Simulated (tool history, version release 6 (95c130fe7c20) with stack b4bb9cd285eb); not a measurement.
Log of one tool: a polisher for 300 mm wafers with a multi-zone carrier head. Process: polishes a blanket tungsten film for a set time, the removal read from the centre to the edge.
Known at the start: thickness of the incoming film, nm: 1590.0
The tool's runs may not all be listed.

| run | hour | flow of slurry (ml/min) | pressure of the head's centre zone | pressure of the head's middle zone | pressure of the head's edge zone | abrasive content of the slurry | polishing time (s) | film removed at the wafer's centre (Å) | film removed at mid-radius (Å) | film removed at the wafer's edge (Å) |
|---|---|---|---|---|---|---|---|---|---|---|
| 1 | 0.0 | 145 | 1.00 | 1.00 | 1.00 | 1.00 | 37 | 2647.6 | 2597.4 | 2556.2 |
| 2 | 1.9 | 160 | 1.04 | 1.04 | 1.02 | 1.15 | 38 | 2932.5 | 2887.2 | 2784.0 |
| 3 | 4.5 | 160 | 1.04 | 1.04 | 1.02 | 1.15 | 33 | 2540.8 | 2510.4 | 2443.4 |
| 4 | 8.1 | 160 | 1.09 | 1.04 | 1.02 | 1.15 | 33 | 2706.5 | 2492.0 | 2433.9 |
| 5 | 13.8 | 160 | 1.09 | 1.04 | 1.02 | 1.35 | 33 | 2718.3 | 2566.7 | 2421.5 |
| 6 | 21.7 | 170 | 1.11 | 1.07 | 1.03 | 1.40 | 35 | 3032.8 | 2876.0 | 2630.2 |
| 7 | 26.9 | 180 | 1.13 | 1.09 | 1.06 | 1.45 | 36 | 3270.1 | 3028.7 | 2808.3 |
| 8 | 29.3 | 190 | 1.14 | 1.11 | 1.07 | 1.45 | 37 | 3383.9 | 3208.4 | 2976.2 |

Run 9 comes next. What will it give?
| 9 | 34.9 | 195 | 1.15 | 1.12 | 1.06 | 1.45 | 38 | ? | ? | ? |

{"run 9": {"film removed at the wafer's centre (Å)": 3517.5, "film removed at mid-radius (Å)": 3329.7, "film removed at the wafer's edge (Å)": 2972.2}}

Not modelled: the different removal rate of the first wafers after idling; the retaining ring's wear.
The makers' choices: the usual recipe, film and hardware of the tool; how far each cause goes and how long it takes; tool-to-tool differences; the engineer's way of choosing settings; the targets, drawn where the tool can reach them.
